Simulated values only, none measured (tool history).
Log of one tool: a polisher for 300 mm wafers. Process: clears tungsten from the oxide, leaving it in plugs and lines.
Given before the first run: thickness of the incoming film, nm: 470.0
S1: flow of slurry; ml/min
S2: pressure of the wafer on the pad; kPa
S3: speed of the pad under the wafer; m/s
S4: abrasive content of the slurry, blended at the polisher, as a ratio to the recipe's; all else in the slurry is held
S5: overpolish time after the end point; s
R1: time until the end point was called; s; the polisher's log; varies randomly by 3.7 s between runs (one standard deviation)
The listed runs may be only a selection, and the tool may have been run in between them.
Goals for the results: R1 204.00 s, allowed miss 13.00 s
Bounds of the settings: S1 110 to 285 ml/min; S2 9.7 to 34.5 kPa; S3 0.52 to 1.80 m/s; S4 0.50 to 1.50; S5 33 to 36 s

run 1 hour=0.0 | S1=180 S2=22.1 S3=1.16 S4=1.00 S5=33 | R1=116.21
run 2 hour=7.0 | S1=180 S2=19.3 S3=1.14 S4=1.00 S5=33 | R1=135.07
run 3 hour=9.5 | S1=150 S2=19.3 S3=1.14 S4=1.00 S5=33 | R1=139.92
run 4 hour=10.5 | S1=150 S2=17.9 S3=1.12 S4=1.00 S5=33 | R1=146.46
run 5 hour=17.9 | S1=150 S2=16.5 S3=1.10 S4=1.00 S5=33 | R1=166.81
run 6 hour=25.2 | S1=165 S2=16.5 S3=1.10 S4=1.00 S5=33 | R1=166.59
run 7 hour=30.8 | S1=165 S2=11.7 S3=1.06 S4=1.00 S5=33 | R1=235.34
run 8 hour=33.6 | S1=165 S2=12.4 S3=1.06 S4=1.00 S5=33 | R1=220.74

Consider the 4 candidate settings below. Which is the only one whose results all fall within their allowed miss of target?
run A hour=36.4 | S1=220 S2=12.4 S3=0.98 S4=1.05 S5=36 | R1=?
run B hour=36.4 | S1=150 S2=16.5 S3=0.68 S4=1.30 S5=34 | R1=?
run C hour=36.4 | S1=190 S2=11.7 S3=0.96 S4=1.10 S5=33 | R1=?
run D hour=36.4 | S1=205 S2=15.2 S3=0.88 S4=1.20 S5=36 | R1=?

move=A R1=233.43
move=B R1=254.08
move=C R1=253.55
move=D R1=210.55
A: its largest miss is bigger than the last run's
B: its largest miss is bigger than the last run's
C: its largest miss is bigger than the last run's
D: meets every target
The move that meets every target is D.
